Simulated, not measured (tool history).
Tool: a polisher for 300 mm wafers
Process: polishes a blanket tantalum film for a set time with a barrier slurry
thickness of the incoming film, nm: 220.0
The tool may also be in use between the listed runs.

| run | hour | flow of slurry (ml/min) | pressure of the wafer on the pad (psi) | speed of the pad under the wafer (cm/s) | abrasive content of the slurry | polishing time (s) | film removed (nm) |
|---|---|---|---|---|---|---|---|
| 1 | 0.0 | 125 | 2.4 | 78 | 1.0 | 40 | 66.623 |
| 2 | 4.4 | 125 | 2.6 | 78 | 1.0 | 40 | 71.739 |
| 3 | 12.0 | 105 | 2.6 | 78 | 1.0 | 40 | 67.733 |
| 4 | 12.6 | 115 | 2.7 | 78 | 1.0 | 40 | 70.887 |
| 5 | 20.2 | 120 | 2.9 | 78 | 1.0 | 40 | 75.995 |
| 6 | 25.5 | 120 | 3.4 | 78 | 1.0 | 40 | 85.734 |
| 7 | 27.3 | 125 | 3.4 | 80 | 1.0 | 40 | 87.948 |
| 8 | 35.3 | 125 | 3.4 | 82 | 1.0 | 40 | 90.169 |
| 9 | 37.3 | 125 | 3.4 | 84 | 1.0 | 40 | 91.163 |

Forecast run 10:
| 10 | 44.6 | 125 | 3.4 | 86 | 1.0 | 40 | ? |

Run 10 gave film removed (nm) 95.988.
